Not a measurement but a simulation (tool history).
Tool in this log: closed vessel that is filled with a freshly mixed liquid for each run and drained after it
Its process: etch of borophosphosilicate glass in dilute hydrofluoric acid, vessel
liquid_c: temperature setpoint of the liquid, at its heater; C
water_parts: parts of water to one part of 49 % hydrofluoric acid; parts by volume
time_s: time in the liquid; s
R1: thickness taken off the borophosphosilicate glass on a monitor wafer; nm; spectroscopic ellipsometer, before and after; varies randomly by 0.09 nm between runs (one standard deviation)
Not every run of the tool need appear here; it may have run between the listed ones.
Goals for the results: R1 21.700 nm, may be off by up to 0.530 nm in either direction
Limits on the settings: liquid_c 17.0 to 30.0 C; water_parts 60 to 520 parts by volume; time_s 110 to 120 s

Run 1, hour 0.0: liquid_c 22.0 C, water_parts 290 parts by volume, time_s 110 s. Result: R1 10.252 nm.
Run 2, hour 8.2: liquid_c 22.0 C, water_parts 290 parts by volume, time_s 110 s. Result: R1 10.205 nm.
Run 3, hour 11.8: liquid_c 24.0 C, water_parts 260 parts by volume, time_s 110 s. Result: R1 12.786 nm.
Run 4, hour 13.3: liquid_c 26.0 C, water_parts 260 parts by volume, time_s 110 s. Result: R1 13.640 nm.
Run 5, hour 15.6: liquid_c 28.0 C, water_parts 260 parts by volume, time_s 110 s. Result: R1 14.591 nm.
Run 6, hour 17.1: liquid_c 28.5 C, water_parts 240 parts by volume, time_s 110 s. Result: R1 16.436 nm.
Run 7, hour 19.0: liquid_c 29.0 C, water_parts 225 parts by volume, time_s 110 s. Result: R1 18.323 nm.
Run 8, hour 21.6: liquid_c 29.5 C, water_parts 220 parts by volume, time_s 110 s. Result: R1 19.020 nm.
Run 9, hour 30.1: liquid_c 29.5 C, water_parts 215 parts by volume, time_s 110 s. Result: R1 19.566 nm.
Run 10, hour 32.3: liquid_c 29.5 C, water_parts 210 parts by volume, time_s 110 s. Result: R1 20.250 nm.
Run 11, hour 36.3: liquid_c 29.5 C, water_parts 205 parts by volume, time_s 110 s. Result: R1 20.732 nm.

Pick the move, out of 4, that brings all results within their allowed miss; only one does.
Run A, hour 40.3: liquid_c 29.5 C, water_parts 215 parts by volume, time_s 110 s. Result: R1 ?.
Run B, hour 40.3: liquid_c 26.0 C, water_parts 200 parts by volume, time_s 120 s. Result: R1 ?.
Run C, hour 40.3: liquid_c 30.0 C, water_parts 225 parts by volume, time_s 115 s. Result: R1 ?.
Run D, hour 40.3: liquid_c 28.0 C, water_parts 190 parts by volume, time_s 110 s. Result: R1 ?.

move      R1
   A  19.684
   B  20.762
   C  19.766
   D  21.774
A: misses by more than the last run did
B: roughly where the last run was
C: misses by more than the last run did
D: meets every target
So the answer is move D, the one that meets all the targets.
